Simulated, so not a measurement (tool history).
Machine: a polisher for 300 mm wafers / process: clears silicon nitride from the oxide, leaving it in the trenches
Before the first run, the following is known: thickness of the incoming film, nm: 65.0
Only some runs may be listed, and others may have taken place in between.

run,hour,flow of slurry (ml/min),pressure of the wafer on the pad (kPa),speed of the pad under the wafer (cm/s),overpolish time after the end point (s),time until the end point was called (s)
1,0,160,11.7,84,14,127.39
2,4.2,160,11.7,84,11,131.02
3,12.3,160,10.3,78,11,156.76
4,16.8,160,9,74,11,185.81
5,17.9,160,6.2,74,11,240.65
6,21.7,185,6.2,74,11,239.55
7,28.7,185,6.2,72,11,246.26

Run 8 is up next; what results do you expect?
8,33.1,175,5.5,64,11,?

{"run 8": {"time until the end point was called (s)": 308.38}}

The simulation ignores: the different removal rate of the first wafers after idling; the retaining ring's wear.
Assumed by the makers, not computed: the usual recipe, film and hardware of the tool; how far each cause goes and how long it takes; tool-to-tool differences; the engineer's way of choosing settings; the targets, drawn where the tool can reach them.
